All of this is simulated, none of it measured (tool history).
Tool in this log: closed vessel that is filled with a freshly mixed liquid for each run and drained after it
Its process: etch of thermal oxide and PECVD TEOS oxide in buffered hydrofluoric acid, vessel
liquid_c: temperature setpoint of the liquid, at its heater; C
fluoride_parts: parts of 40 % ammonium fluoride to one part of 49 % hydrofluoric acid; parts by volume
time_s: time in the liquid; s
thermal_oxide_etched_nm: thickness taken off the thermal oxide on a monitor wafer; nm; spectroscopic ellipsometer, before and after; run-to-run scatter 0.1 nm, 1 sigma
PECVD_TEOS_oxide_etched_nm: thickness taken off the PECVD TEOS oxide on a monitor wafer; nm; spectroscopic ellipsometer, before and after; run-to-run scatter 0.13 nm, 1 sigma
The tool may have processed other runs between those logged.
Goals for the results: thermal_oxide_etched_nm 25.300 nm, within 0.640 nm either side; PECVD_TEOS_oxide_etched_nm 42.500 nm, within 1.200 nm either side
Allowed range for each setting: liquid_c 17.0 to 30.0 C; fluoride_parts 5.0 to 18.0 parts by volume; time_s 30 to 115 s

run  hour  liquid_c  fluoride_parts  time_s  thermal_oxide_etched_nm  PECVD_TEOS_oxide_etched_nm
  1   0.0      22.0            11.0      60                   54.183                      90.315
  2   2.7      23.5            11.0      60                   58.865                      98.277
  3   4.8      23.5            14.0      60                   46.036                      77.692
  4   8.9      23.5            15.5      60                   41.806                      70.552
  5  11.8      23.5            15.5      75                   52.243                      87.638
  6  14.9      23.5            14.0      75                   57.957                      96.900
  7  24.1      22.0            15.0      70                   46.506                      78.145
  8  32.6      20.5            16.0      70                   40.051                      67.171
  9  40.2      19.5            16.5      70                   36.951                      61.982
 10  48.4      19.0            17.0      70                   34.794                      58.173
 11  51.7      19.0            17.0      70                   34.610                      57.899
 12  54.9      18.5            17.5      70                   32.719                      54.838
 13  60.5      18.0            17.5      70                   31.928                      53.784
 14  68.6      17.5            17.5      70                   30.985                      51.995
 15  75.7      17.0            18.0      65                   27.074                      45.354

4 next moves are on the table. One of them brings every result within its allowed miss. Which?
  A  82.8      18.5            17.0      50                        ?                           ?
  B  82.8      17.5            18.0      55                        ?                           ?
  C  82.8      17.0            16.0      50                        ?                           ?
  D  82.8      20.5            18.0      50                        ?                           ?

move  thermal_oxide_etched_nm  PECVD_TEOS_oxide_etched_nm
   A                   24.052                      40.655
   B                   23.623                      39.931
   C                   23.443                      39.627
   D                   25.442                      43.005
A: takes the biggest miss from the last run beyond its target
B: takes the biggest miss from the last run beyond its target
C: takes the biggest miss from the last run beyond its target
D: meets every target
D is the move that brings every result within its allowed miss.
